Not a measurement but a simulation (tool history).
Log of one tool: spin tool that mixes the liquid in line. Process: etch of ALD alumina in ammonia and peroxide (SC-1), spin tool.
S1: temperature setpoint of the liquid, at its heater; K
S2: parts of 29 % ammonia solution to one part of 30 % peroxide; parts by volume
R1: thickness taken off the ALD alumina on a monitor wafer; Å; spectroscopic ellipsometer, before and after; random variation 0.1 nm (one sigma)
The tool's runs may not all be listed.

Run 1, day 0.000: S1 333.15 K, S2 0.5 parts by volume, time under the liquid (s) 270. Result: R1 206.18 Å.
Run 2, day 0.033: S1 334.15 K, S2 0.5 parts by volume, time under the liquid (s) 270. Result: R1 217.12 Å.
Run 3, day 0.108: S1 335.15 K, S2 0.5 parts by volume, time under the liquid (s) 270. Result: R1 228.48 Å.
Run 4, day 0.221: S1 336.15 K, S2 0.5 parts by volume, time under the liquid (s) 270. Result: R1 238.87 Å.
Run 5, day 0.554: S1 336.15 K, S2 0.5 parts by volume, time under the liquid (s) 270. Result: R1 239.58 Å.
Run 6, day 0.621: S1 336.65 K, S2 0.5 parts by volume, time under the liquid (s) 270. Result: R1 244.84 Å.
Run 7, day 0.875: S1 337.15 K, S2 0.5 parts by volume, time under the liquid (s) 270. Result: R1 251.74 Å.
Run 8, day 1.104: S1 337.65 K, S2 0.5 parts by volume, time under the liquid (s) 270. Result: R1 257.28 Å.
Run 9, day 1.429: S1 337.65 K, S2 0.5 parts by volume, time under the liquid (s) 270. Result: R1 257.37 Å.

Forecast run 10:
Run 10, day 1.475: S1 337.65 K, S2 0.5 parts by volume, time under the liquid (s) 270. Result: R1 ?.

R1: 257.05 Å
